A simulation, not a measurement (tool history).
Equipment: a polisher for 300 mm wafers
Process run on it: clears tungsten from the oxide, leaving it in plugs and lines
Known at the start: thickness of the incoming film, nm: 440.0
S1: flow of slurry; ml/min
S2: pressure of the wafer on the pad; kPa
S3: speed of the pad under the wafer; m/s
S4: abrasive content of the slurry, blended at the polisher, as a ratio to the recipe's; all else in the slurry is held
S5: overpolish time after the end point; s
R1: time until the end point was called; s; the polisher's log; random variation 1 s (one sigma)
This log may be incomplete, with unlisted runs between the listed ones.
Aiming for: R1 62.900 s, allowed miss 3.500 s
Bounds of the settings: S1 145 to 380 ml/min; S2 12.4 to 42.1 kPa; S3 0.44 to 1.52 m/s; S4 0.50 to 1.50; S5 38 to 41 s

| run | hour | S1 | S2 | S3 | S4 | S5 | R1 |
|---|---|---|---|---|---|---|---|
| 1 | 0.0 | 245 | 26.9 | 0.98 | 1.00 | 38 | 99.823 |
| 2 | 8.5 | 245 | 30.3 | 1.00 | 1.00 | 38 | 85.435 |
| 3 | 16.3 | 245 | 25.5 | 1.00 | 1.00 | 38 | 103.770 |
| 4 | 22.3 | 245 | 29.0 | 1.02 | 1.00 | 38 | 89.487 |
| 5 | 27.9 | 245 | 31.0 | 1.02 | 1.00 | 38 | 85.417 |
| 6 | 36.4 | 245 | 31.0 | 1.02 | 0.90 | 38 | 86.835 |
| 7 | 37.5 | 245 | 33.1 | 1.04 | 0.90 | 38 | 80.902 |
| 8 | 39.8 | 245 | 35.2 | 1.06 | 0.90 | 38 | 73.858 |
| 9 | 44.4 | 245 | 36.5 | 1.06 | 0.90 | 38 | 71.304 |
| 10 | 50.7 | 245 | 37.2 | 1.06 | 0.90 | 38 | 68.491 |

Pick the move, out of 4, that brings all results within their allowed miss; only one does.
| A | 57.0 | 210 | 41.4 | 1.02 | 1.00 | 41 | ? |
| B | 57.0 | 225 | 37.2 | 0.96 | 0.75 | 40 | ? |
| C | 57.0 | 295 | 40.7 | 0.90 | 0.85 | 39 | ? |
| D | 57.0 | 275 | 37.9 | 0.94 | 0.85 | 38 | ? |

| move | R1 |
|---|---|
| A | 64.797 |
| B | 82.956 |
| C | 75.947 |
| D | 78.444 |
A: in spec on every target
B: lands further from the targets than the last run did
C: lands further from the targets than the last run did
D: lands further from the targets than the last run did
The move that meets every target is A.

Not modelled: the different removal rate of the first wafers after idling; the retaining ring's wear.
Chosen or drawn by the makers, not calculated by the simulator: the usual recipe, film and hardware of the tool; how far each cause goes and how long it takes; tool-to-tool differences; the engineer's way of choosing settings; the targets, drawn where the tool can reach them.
